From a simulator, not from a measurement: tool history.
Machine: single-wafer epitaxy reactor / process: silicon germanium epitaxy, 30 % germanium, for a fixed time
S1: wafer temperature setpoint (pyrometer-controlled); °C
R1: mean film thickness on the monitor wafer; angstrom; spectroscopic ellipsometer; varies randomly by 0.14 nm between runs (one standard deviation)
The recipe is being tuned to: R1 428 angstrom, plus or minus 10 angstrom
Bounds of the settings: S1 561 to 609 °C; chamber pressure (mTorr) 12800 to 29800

run 1 hour=0 | S1=585 chamber_pressure_(mTorr)=21300 | R1=489.06
run 2 hour=5.9 | S1=592 chamber_pressure_(mTorr)=21300 | R1=550.23
run 3 hour=8.3 | S1=589 chamber_pressure_(mTorr)=21200 | R1=522.5
run 4 hour=17 | S1=587 chamber_pressure_(mTorr)=21100 | R1=502.73
run 5 hour=19.6 | S1=587 chamber_pressure_(mTorr)=24800 | R1=541.18
run 6 hour=26.3 | S1=593 chamber_pressure_(mTorr)=24800 | R1=594.54
run 7 hour=27.6 | S1=589 chamber_pressure_(mTorr)=24700 | R1=557.1
run 8 hour=32.4 | S1=586 chamber_pressure_(mTorr)=24600 | R1=528.26
run 9 hour=33.4 | S1=584 chamber_pressure_(mTorr)=24500 | R1=512.68
run 10 hour=41.9 | S1=582 chamber_pressure_(mTorr)=24400 | R1=494.37
run 11 hour=50.2 | S1=580 chamber_pressure_(mTorr)=24300 | R1=477.58
run 12 hour=54.9 | S1=579 chamber_pressure_(mTorr)=24300 | R1=466.04
run 13 hour=55.8 | S1=578 chamber_pressure_(mTorr)=24300 | R1=461.42

Consider the 4 candidate settings below. Which is the only one whose results all fall within their allowed miss of target?
run A hour=56.7 | S1=574 chamber_pressure_(mTorr)=23700 | R1=?
run B hour=56.7 | S1=585 chamber_pressure_(mTorr)=25600 | R1=?
run C hour=56.7 | S1=581 chamber_pressure_(mTorr)=24700 | R1=?
run D hour=56.7 | S1=586 chamber_pressure_(mTorr)=24900 | R1=?

move=A R1=425.71
move=B R1=529.09
move=C R1=487.54
move=D R1=531.76
A: meets every target
B: its largest miss is bigger than the last run's
C: its largest miss is bigger than the last run's
D: its largest miss is bigger than the last run's
Go with A: it meets all targets.
